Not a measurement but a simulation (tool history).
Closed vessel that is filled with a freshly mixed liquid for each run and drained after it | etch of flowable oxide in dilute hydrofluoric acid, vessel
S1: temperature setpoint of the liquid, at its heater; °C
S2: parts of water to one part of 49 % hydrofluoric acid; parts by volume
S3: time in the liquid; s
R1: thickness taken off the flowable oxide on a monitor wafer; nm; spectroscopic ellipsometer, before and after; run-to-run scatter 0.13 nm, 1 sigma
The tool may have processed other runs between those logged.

{"run": 1, "hour": 0.0, "S1": 26, "S2": 100, "S3": 100, "R1": 29.506}
{"run": 2, "hour": 3.3, "S1": 26, "S2": 100, "S3": 105, "R1": 31.094}
{"run": 3, "hour": 4.7, "S1": 26, "S2": 70, "S3": 105, "R1": 46.313}
{"run": 4, "hour": 13.3, "S1": 24, "S2": 85, "S3": 105, "R1": 34.403}
{"run": 5, "hour": 20.3, "S1": 24, "S2": 110, "S3": 105, "R1": 26.018}
{"run": 6, "hour": 26.3, "S1": 22.5, "S2": 110, "S3": 105, "R1": 24.792}
{"run": 7, "hour": 28.4, "S1": 21.5, "S2": 115, "S3": 105, "R1": 22.187}
{"run": 8, "hour": 32.7, "S1": 20.5, "S2": 120, "S3": 105, "R1": 20.453}
{"run": 9, "hour": 39.6, "S1": 20, "S2": 125, "S3": 105, "R1": 19.061}
{"run": 10, "hour": 43.3, "S1": 19.5, "S2": 125, "S3": 105, "R1": 18.672}
{"run": 11, "hour": 46.2, "S1": 19, "S2": 125, "S3": 105, "R1": 18.3}

Run 12 is up next; what results do you expect?
{"run": 12, "hour": 49.4, "S1": 18.5, "S2": 125, "S3": 105, "R1": "?"}

R1: 18.043 nm
